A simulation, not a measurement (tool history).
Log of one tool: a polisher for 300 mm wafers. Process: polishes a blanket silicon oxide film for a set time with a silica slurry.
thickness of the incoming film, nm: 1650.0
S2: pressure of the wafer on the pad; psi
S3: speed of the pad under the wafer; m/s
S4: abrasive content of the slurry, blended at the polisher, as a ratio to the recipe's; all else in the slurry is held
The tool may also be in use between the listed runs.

{"run": 1, "day": 0.0, "flow of slurry (ml/min)": 290, "S2": 4.7, "S3": 0.96, "S4": 1.0, "polishing time (s)": 39, "film removed (Å)": 1098.7}
{"run": 2, "day": 0.217, "flow of slurry (ml/min)": 290, "S2": 4.3, "S3": 0.92, "S4": 1.0, "polishing time (s)": 39, "film removed (Å)": 973.56}
{"run": 3, "day": 0.267, "flow of slurry (ml/min)": 290, "S2": 4.3, "S3": 0.92, "S4": 1.0, "polishing time (s)": 39, "film removed (Å)": 981.16}
{"run": 4, "day": 0.4, "flow of slurry (ml/min)": 290, "S2": 4.0, "S3": 0.88, "S4": 1.0, "polishing time (s)": 39, "film removed (Å)": 877.21}
{"run": 5, "day": 0.542, "flow of slurry (ml/min)": 290, "S2": 4.0, "S3": 0.88, "S4": 0.9, "polishing time (s)": 39, "film removed (Å)": 832.38}
{"run": 6, "day": 0.579, "flow of slurry (ml/min)": 290, "S2": 3.7, "S3": 0.86, "S4": 0.9, "polishing time (s)": 39, "film removed (Å)": 757.94}
{"run": 7, "day": 0.625, "flow of slurry (ml/min)": 290, "S2": 3.5, "S3": 0.86, "S4": 0.9, "polishing time (s)": 39, "film removed (Å)": 710.64}
{"run": 8, "day": 0.871, "flow of slurry (ml/min)": 290, "S2": 3.3, "S3": 0.86, "S4": 0.9, "polishing time (s)": 39, "film removed (Å)": 671.34}
{"run": 9, "day": 0.938, "flow of slurry (ml/min)": 290, "S2": 3.2, "S3": 0.86, "S4": 0.9, "polishing time (s)": 39, "film removed (Å)": 653.44}
{"run": 10, "day": 1.117, "flow of slurry (ml/min)": 290, "S2": 3.1, "S3": 0.86, "S4": 0.9, "polishing time (s)": 39, "film removed (Å)": 647.98}
{"run": 11, "day": 1.379, "flow of slurry (ml/min)": 290, "S2": 3.0, "S3": 0.86, "S4": 0.9, "polishing time (s)": 39, "film removed (Å)": 619.79}
{"run": 12, "day": 1.496, "flow of slurry (ml/min)": 290, "S2": 2.9, "S3": 0.86, "S4": 0.9, "polishing time (s)": 39, "film removed (Å)": 594.48}
{"run": 13, "day": 1.654, "flow of slurry (ml/min)": 290, "S2": 2.8, "S3": 0.86, "S4": 0.9, "polishing time (s)": 39, "film removed (Å)": 579.44}
{"run": 14, "day": 1.821, "flow of slurry (ml/min)": 290, "S2": 2.7, "S3": 0.86, "S4": 0.9, "polishing time (s)": 39, "film removed (Å)": 562.15}
{"run": 15, "day": 1.85, "flow of slurry (ml/min)": 290, "S2": 2.6, "S3": 0.86, "S4": 0.9, "polishing time (s)": 39, "film removed (Å)": 539.26}

Forecast run 16:
{"run": 16, "day": 2.062, "flow of slurry (ml/min)": 290, "S2": 2.5, "S3": 0.86, "S4": 0.9, "polishing time (s)": 39, "film removed (Å)": "?"}

film removed (Å): 525.34
